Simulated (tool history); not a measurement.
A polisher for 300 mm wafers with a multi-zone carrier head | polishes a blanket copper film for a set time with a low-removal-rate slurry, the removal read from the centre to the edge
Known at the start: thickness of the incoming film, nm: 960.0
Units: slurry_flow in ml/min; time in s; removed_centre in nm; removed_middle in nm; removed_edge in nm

run,hour,slurry_flow,centre_zone,middle_zone,edge_zone,slurry_solids,time,removed_centre,removed_middle,removed_edge
1,0.0,160,1.00,1.00,1.00,1.00,31,78.379,78.549,79.420
2,2.0,190,1.00,1.00,1.00,1.00,31,81.708,80.851,78.526
3,7.1,190,1.08,1.00,1.00,1.00,31,85.773,82.117,77.263
4,15.3,195,1.07,1.00,0.99,0.95,29,80.016,76.204,71.935
5,23.9,200,1.06,1.00,0.98,0.90,27,74.094,69.026,67.985
6,31.7,200,1.06,0.93,0.98,0.90,27,72.812,66.247,68.746
7,39.9,200,1.05,0.95,0.97,0.85,26,69.747,64.173,62.588
8,43.7,195,1.03,0.94,0.96,0.80,25,64.733,60.288,60.936
9,47.7,195,1.02,0.94,0.95,0.75,24,61.422,56.959,57.359

Run 10 comes next. What will it give?
10,51.4,195,1.01,0.94,0.94,0.70,23,?,?,?

removed_centre: 55.778 nm
removed_middle: 54.563 nm
removed_edge: 53.863 nm
